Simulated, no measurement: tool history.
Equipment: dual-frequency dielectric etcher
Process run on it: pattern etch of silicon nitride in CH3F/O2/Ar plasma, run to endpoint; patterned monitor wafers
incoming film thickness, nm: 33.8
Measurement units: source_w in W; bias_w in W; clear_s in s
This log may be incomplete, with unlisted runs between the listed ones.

run 1 hour=0 | source_w=510 bias_w=63 | clear_s=44.318
run 2 hour=3 | source_w=420 bias_w=63 | clear_s=47.901
run 3 hour=5.8 | source_w=480 bias_w=63 | clear_s=45.745
run 4 hour=11.2 | source_w=540 bias_w=63 | clear_s=44.082
-- hour=12.7 wet clean of the chamber
run 5 hour=12.7 | source_w=450 bias_w=63 | clear_s=48.616
run 6 hour=14.9 | source_w=450 bias_w=70 | clear_s=46.184
run 7 hour=16.1 | source_w=450 bias_w=70 | clear_s=47.162

The next listed run, before its measurement:
run 8 hour=20.7 | source_w=400 bias_w=65 | clear_s=?

For run 8 the tool returned clear_s 50.274 s.

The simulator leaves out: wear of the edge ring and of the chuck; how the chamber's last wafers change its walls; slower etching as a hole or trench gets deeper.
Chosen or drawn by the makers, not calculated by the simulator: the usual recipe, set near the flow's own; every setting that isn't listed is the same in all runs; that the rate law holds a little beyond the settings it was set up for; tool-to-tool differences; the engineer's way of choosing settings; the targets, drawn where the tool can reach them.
